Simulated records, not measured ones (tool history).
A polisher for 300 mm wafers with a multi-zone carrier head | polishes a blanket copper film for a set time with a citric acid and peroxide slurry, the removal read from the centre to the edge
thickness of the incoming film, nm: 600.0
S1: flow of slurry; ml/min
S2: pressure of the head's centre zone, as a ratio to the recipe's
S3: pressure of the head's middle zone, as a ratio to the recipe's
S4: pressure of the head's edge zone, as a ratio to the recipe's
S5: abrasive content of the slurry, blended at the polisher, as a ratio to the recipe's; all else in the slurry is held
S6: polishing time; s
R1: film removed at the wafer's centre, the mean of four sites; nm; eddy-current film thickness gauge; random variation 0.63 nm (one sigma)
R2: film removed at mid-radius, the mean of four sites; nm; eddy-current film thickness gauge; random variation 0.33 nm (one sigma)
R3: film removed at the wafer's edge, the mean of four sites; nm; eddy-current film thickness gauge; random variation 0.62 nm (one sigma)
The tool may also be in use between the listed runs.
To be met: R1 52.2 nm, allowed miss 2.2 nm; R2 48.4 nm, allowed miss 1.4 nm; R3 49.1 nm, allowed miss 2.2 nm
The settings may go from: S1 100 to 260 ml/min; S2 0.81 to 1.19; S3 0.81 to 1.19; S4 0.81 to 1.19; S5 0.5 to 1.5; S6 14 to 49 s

| run | day | S1 | S2 | S3 | S4 | S5 | S6 | R1 | R2 | R3 |
|---|---|---|---|---|---|---|---|---|---|---|
| 1 | 0 | 165 | 1 | 1 | 1 | 1 | 31 | 41.567 | 41.047 | 41.362 |
| 2 | 0.317 | 175 | 1.02 | 1.01 | 1.02 | 1.05 | 31 | 42.339 | 42.883 | 41.258 |
| 3 | 0.467 | 135 | 1.02 | 1.01 | 1.02 | 1.05 | 31 | 39.455 | 39.886 | 40.909 |
| 4 | 0.538 | 150 | 1.03 | 1 | 1.03 | 1.1 | 31 | 42.144 | 41.454 | 42.371 |
| 5 | 0.792 | 165 | 1.04 | 0.99 | 1.05 | 1.15 | 31 | 44.018 | 42.485 | 42.858 |
| 6 | 0.833 | 170 | 1.04 | 0.98 | 1.07 | 1.2 | 31 | 44.643 | 42.274 | 44.401 |
| 7 | 1.1 | 180 | 1.04 | 0.98 | 1.08 | 1.25 | 31 | 46.54 | 42.918 | 45.342 |
| 8 | 1.325 | 190 | 1.04 | 0.99 | 1.09 | 1.25 | 31 | 47.103 | 43.855 | 45.314 |
| 9 | 1.571 | 195 | 1.04 | 1 | 1.1 | 1.3 | 31 | 47.049 | 44.768 | 46.62 |
| 10 | 1.812 | 200 | 1.05 | 1 | 1.1 | 1.3 | 31 | 47.744 | 45.061 | 46.829 |

Which of these 5 next moves meets every target?
| A | 2.054 | 215 | 1.16 | 1.1 | 1 | 1.2 | 31 | ? | ? | ? |
| B | 2.054 | 230 | 0.98 | 1.05 | 0.94 | 1.2 | 31 | ? | ? | ? |
| C | 2.054 | 165 | 1.11 | 1.05 | 1.12 | 1.35 | 33 | ? | ? | ? |
| D | 2.054 | 240 | 1.12 | 0.93 | 0.97 | 1.4 | 34 | ? | ? | ? |
| E | 2.054 | 220 | 1.15 | 0.89 | 1.04 | 1.3 | 33 | ? | ? | ? |

| move | R1 | R2 | R3 |
|---|---|---|---|
| A | 52.756 | 48.321 | 42.988 |
| B | 44.957 | 46.916 | 42.055 |
| C | 52.471 | 48.564 | 48.131 |
| D | 58.635 | 48.263 | 48.687 |
| E | 56.765 | 43.922 | 47.707 |
A: brings the result that was furthest off to its target, and leaves another outside
B: further off than the last run
C: meets every target
D: brings the result that was furthest off to its target, and leaves another outside
E: further off than the last run
The right move is C.
